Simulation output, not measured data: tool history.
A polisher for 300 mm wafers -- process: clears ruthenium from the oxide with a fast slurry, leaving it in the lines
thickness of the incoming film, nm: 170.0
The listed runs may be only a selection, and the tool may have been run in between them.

run,day,flow of slurry (ml/min),pressure of the wafer on the pad (kPa),speed of the pad under the wafer (m/s),abrasive content of the slurry,overpolish time after the end point (s),time until the end point was called (s),dishing of a wide line in a test structure (Å)
1,0,180,18.6,1.06,1,17,40.634,549.01
2,0.3,165,18.6,1.06,1,17,41.184,548.69
3,0.425,165,17.9,1.06,1,18,41.403,550.11
4,0.517,165,16.5,1.04,1,19,44.83,532.13
5,0.583,165,16.5,1.04,1,25,45.853,699.7
6,0.871,165,15.9,1.04,1,25,46.588,656.23
7,1.158,165,15.2,1.04,1,25,46.416,637.78
8,1.354,165,14.5,1.02,1,26,50.252,637.57

Predict the results of run 9:
9,1.592,165,13.8,1.02,1,26,?,?

Run 9 came out at time until the end point was called (s) 50.216, dishing of a wide line in a test structure (Å) 620.74.

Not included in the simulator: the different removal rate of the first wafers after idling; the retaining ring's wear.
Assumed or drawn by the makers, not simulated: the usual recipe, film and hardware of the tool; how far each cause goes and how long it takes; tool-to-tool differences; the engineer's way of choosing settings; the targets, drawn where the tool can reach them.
